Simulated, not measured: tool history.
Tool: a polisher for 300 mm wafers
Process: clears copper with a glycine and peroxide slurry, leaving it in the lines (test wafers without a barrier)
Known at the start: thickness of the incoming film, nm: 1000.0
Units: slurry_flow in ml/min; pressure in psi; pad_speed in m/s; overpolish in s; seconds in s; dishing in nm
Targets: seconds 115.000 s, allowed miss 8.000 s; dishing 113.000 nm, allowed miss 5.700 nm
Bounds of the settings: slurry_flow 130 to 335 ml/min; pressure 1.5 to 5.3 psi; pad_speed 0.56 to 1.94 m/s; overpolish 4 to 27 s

run 1 hour=0.0 | slurry_flow=215 pressure=3.4 pad_speed=1.24 overpolish=14 | seconds=129.070 dishing=71.496
run 2 hour=6.5 | slurry_flow=215 pressure=3.6 pad_speed=1.24 overpolish=16 | seconds=122.940 dishing=81.371
run 3 hour=13.3 | slurry_flow=215 pressure=3.7 pad_speed=1.24 overpolish=18 | seconds=122.130 dishing=90.938
run 4 hour=14.2 | slurry_flow=215 pressure=3.7 pad_speed=1.24 overpolish=21 | seconds=121.430 dishing=102.290
run 5 hour=19.8 | slurry_flow=255 pressure=3.7 pad_speed=1.24 overpolish=21 | seconds=116.580 dishing=103.860
-- hour=24.7 slurry nozzle cleaned
run 6 hour=24.7 | slurry_flow=250 pressure=3.8 pad_speed=1.24 overpolish=22 | seconds=107.530 dishing=114.940
run 7 hour=31.8 | slurry_flow=245 pressure=3.8 pad_speed=1.24 overpolish=22 | seconds=105.040 dishing=113.720
run 8 hour=39.5 | slurry_flow=235 pressure=3.8 pad_speed=1.24 overpolish=22 | seconds=106.930 dishing=114.490

Which of these 4 next moves meets every target?
run A hour=47.2 | slurry_flow=265 pressure=4.4 pad_speed=1.24 overpolish=18 | seconds=? dishing=?
run B hour=47.2 | slurry_flow=180 pressure=4.4 pad_speed=0.98 overpolish=22 | seconds=? dishing=?
run C hour=47.2 | slurry_flow=260 pressure=4.2 pad_speed=1.32 overpolish=17 | seconds=? dishing=?
run D hour=47.2 | slurry_flow=250 pressure=4.2 pad_speed=1.18 overpolish=22 | seconds=? dishing=?

move=A seconds=93.476 dishing=110.050
move=B seconds=116.010 dishing=109.330
move=C seconds=93.342 dishing=105.110
move=D seconds=101.640 dishing=119.340
A: further off than the last run
B: meets every target
C: further off than the last run
D: further off than the last run
Answer: B

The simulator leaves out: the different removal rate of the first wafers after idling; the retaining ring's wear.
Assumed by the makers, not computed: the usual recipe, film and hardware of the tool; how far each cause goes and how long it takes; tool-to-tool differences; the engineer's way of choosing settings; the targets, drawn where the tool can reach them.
